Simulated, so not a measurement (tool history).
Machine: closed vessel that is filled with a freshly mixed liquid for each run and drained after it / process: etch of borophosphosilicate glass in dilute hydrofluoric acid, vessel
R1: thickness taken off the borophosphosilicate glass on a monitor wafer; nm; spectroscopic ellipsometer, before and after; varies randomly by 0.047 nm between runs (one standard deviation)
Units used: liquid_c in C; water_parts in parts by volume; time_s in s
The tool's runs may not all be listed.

Run 1, hour 0: liquid_c 25 C, water_parts 150 parts by volume, time_s 30 s. Result: R1 8.9201 nm.
Run 2, hour 1.2: liquid_c 24 C, water_parts 150 parts by volume, time_s 30 s. Result: R1 8.6525 nm.
Run 3, hour 5.1: liquid_c 23 C, water_parts 150 parts by volume, time_s 30 s. Result: R1 8.4678 nm.
Run 4, hour 9.9: liquid_c 22 C, water_parts 155 parts by volume, time_s 30 s. Result: R1 7.7411 nm.
Run 5, hour 13.8: liquid_c 25 C, water_parts 155 parts by volume, time_s 30 s. Result: R1 8.706 nm.
Run 6, hour 16.3: liquid_c 24 C, water_parts 155 parts by volume, time_s 30 s. Result: R1 8.3678 nm.
At hour 18: hydrofluoric acid flow meter replaced.
Run 7, hour 18: liquid_c 23 C, water_parts 155 parts by volume, time_s 30 s. Result: R1 7.3493 nm.

Run 8 has not been measured yet. What should we expect?
Run 8, hour 22.3: liquid_c 22.5 C, water_parts 155 parts by volume, time_s 30 s. Result: R1 ?.

Run 8 gave R1 7.1551 nm.
